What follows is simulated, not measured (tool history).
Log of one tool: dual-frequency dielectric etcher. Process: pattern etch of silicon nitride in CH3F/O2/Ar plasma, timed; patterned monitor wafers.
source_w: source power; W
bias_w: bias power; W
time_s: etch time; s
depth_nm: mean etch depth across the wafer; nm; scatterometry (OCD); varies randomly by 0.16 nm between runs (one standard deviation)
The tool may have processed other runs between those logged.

{"run": 1, "day": 0.0, "source_w": 340, "bias_w": 77, "time_s": 51, "depth_nm": 37.502}
{"run": 2, "day": 0.317, "source_w": 310, "bias_w": 71, "time_s": 50, "depth_nm": 34.458}
{"run": 3, "day": 0.429, "source_w": 280, "bias_w": 71, "time_s": 50, "depth_nm": 33.097}
{"run": 4, "day": 0.588, "source_w": 280, "bias_w": 66, "time_s": 50, "depth_nm": 32.195}
{"run": 5, "day": 0.671, "source_w": 300, "bias_w": 66, "time_s": 50, "depth_nm": 33.263}
{"run": 6, "day": 0.883, "source_w": 330, "bias_w": 66, "time_s": 50, "depth_nm": 34.11}
{"run": 7, "day": 1.083, "source_w": 310, "bias_w": 63, "time_s": 50, "depth_nm": 32.887}

Expected results for the next run?
{"run": 8, "day": 1.133, "source_w": 250, "bias_w": 55, "time_s": 49, "depth_nm": "?"}

For run 8 the tool returned depth_nm 27.912 nm.
